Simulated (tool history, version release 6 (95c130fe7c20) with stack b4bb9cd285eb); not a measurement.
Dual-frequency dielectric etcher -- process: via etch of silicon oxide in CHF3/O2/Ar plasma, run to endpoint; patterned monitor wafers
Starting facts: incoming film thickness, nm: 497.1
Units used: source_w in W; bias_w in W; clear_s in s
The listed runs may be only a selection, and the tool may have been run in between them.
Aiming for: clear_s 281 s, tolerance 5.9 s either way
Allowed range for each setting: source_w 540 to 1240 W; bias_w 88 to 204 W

run  hour  source_w  bias_w  clear_s
  1     0       890     146   253.69
  2   6.1       790     146   263.04
  3    12       740     144    270.3
  4  19.1       810     144   263.77
     21.3  -- bias power generator calibrated
  5  21.3       810     128   273.07
  6  25.1       920     128   259.21
  7  31.1       870     126   264.47
  8  35.1       830     124   272.05

5 next moves are on the table. One of them brings every result within its allowed miss. Which?
  A  39.1       910     137        ?
  B  39.1       780     115        ?
  C  39.1       930     122        ?
  D  39.1       860     117        ?
  E  39.1       960     116        ?

move  clear_s
   A   255.97
   B   278.77
   C   259.67
   D   268.81
   E   259.16
A: lands further from the targets than the last run did
B: all results in spec
C: lands further from the targets than the last run did
D: lands further from the targets than the last run did
E: lands further from the targets than the last run did
Go with B: it meets all targets.

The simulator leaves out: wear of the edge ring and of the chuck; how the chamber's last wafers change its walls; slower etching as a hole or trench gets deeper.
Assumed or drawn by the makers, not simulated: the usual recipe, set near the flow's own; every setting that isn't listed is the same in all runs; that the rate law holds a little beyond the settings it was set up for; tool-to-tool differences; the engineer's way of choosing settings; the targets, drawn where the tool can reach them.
